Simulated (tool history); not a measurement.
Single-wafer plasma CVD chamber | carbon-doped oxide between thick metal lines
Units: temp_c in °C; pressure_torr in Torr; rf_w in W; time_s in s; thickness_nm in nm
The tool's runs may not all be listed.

{"run": 1, "hour": 0.0, "temp_c": 370, "pressure_torr": 6.1, "rf_w": 400, "time_s": 265, "thickness_nm": 1105.2}
{"run": 2, "hour": 7.1, "temp_c": 370, "pressure_torr": 6.1, "rf_w": 420, "time_s": 265, "thickness_nm": 1136.9}
{"run": 3, "hour": 12.9, "temp_c": 370, "pressure_torr": 6.1, "rf_w": 420, "time_s": 273, "thickness_nm": 1184.9}
{"run": 4, "hour": 13.9, "temp_c": 370, "pressure_torr": 6.1, "rf_w": 420, "time_s": 273, "thickness_nm": 1181.1}
{"run": 5, "hour": 15.3, "temp_c": 370, "pressure_torr": 7.1, "rf_w": 420, "time_s": 273, "thickness_nm": 1185.4}
{"run": 6, "hour": 21.0, "temp_c": 372, "pressure_torr": 7.08, "rf_w": 375, "time_s": 271, "thickness_nm": 1101.6}
{"run": 7, "hour": 30.1, "temp_c": 376, "pressure_torr": 6.86, "rf_w": 340, "time_s": 269, "thickness_nm": 1016.5}
{"run": 8, "hour": 32.3, "temp_c": 377, "pressure_torr": 6.76, "rf_w": 320, "time_s": 268, "thickness_nm": 976.28}

The next listed run, before its measurement:
{"hour": 37.5, "done": "capacitance manometer re-zeroed and calibrated"}
{"run": 9, "hour": 37.5, "temp_c": 378, "pressure_torr": 6.64, "rf_w": 305, "time_s": 268, "thickness_nm": "?"}

thickness_nm: 930.35 nm
